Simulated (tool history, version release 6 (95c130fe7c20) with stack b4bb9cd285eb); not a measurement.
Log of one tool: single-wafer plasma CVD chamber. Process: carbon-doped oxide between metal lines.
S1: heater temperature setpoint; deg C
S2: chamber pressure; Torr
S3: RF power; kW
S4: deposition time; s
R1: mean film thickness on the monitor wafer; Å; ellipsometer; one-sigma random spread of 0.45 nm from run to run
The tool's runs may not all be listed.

run	hour	S1	S2	S3	S4	R1
1	0	360	5.91	0.525	20.6	1071.9
2	1.7	363	5.59	0.515	20.6	1054
3	6	363	5.59	0.565	20.6	1107.8
4	11.5	363	5.59	0.52	20.6	1049.9
5	13.1	363	5.59	0.555	20.6	1110.6
6	17.1	363	6.63	0.555	20.6	1120
7	18.2	365	6.32	0.53	20.6	1078.4
8	18.8	366	6.03	0.515	20.6	1050.5
9	22.8	368	5.79	0.505	20.6	1027.7
10	25	370	5.61	0.5	20.6	1013.5
11	30.7	371	5.47	0.495	20.6	1002.5
12	38.4	372	5.37	0.495	20.6	996.73
# hour 45.4: RF generator calibrated
13	45.4	373	5.29	0.495	20.6	1038.3
14	49.3	371	5.39	0.485	20.6	1039.6

Run 15, settings as shown, results not yet in. Your forecast:
15	56.4	373	5.48	0.46	20.6	?

R1: 1006.4 Å
